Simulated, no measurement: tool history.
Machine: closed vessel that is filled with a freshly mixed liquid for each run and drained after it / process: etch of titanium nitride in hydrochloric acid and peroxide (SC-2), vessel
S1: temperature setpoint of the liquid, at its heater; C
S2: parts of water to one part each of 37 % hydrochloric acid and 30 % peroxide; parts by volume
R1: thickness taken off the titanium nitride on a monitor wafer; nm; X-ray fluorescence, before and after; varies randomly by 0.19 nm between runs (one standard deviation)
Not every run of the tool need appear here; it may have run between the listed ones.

{"run": 1, "hour": 0.0, "S1": 64, "S2": 6.5, "time in the liquid (s)": 380, "R1": 39.421}
{"run": 2, "hour": 7.0, "S1": 71, "S2": 6.5, "time in the liquid (s)": 380, "R1": 59.69}
{"run": 3, "hour": 13.0, "S1": 71, "S2": 8.5, "time in the liquid (s)": 380, "R1": 48.286}
{"run": 4, "hour": 19.0, "S1": 68, "S2": 8.5, "time in the liquid (s)": 380, "R1": 41.001}
{"run": 5, "hour": 21.9, "S1": 63, "S2": 8.5, "time in the liquid (s)": 380, "R1": 29.914}
{"run": 6, "hour": 25.0, "S1": 61.5, "S2": 8.5, "time in the liquid (s)": 380, "R1": 27.066}
{"run": 7, "hour": 31.9, "S1": 60.5, "S2": 8.5, "time in the liquid (s)": 380, "R1": 25.755}
{"run": 8, "hour": 35.4, "S1": 59.5, "S2": 8.5, "time in the liquid (s)": 380, "R1": 24.238}
{"hour": 38.2, "done": "new drum of peroxide connected"}
{"run": 9, "hour": 38.2, "S1": 59, "S2": 8.5, "time in the liquid (s)": 380, "R1": 24.235}

For run 10, what comes out?
{"run": 10, "hour": 39.6, "S1": 54.5, "S2": 8.5, "time in the liquid (s)": 380, "R1": "?"}

{"run 10": {"R1": 18.422}}
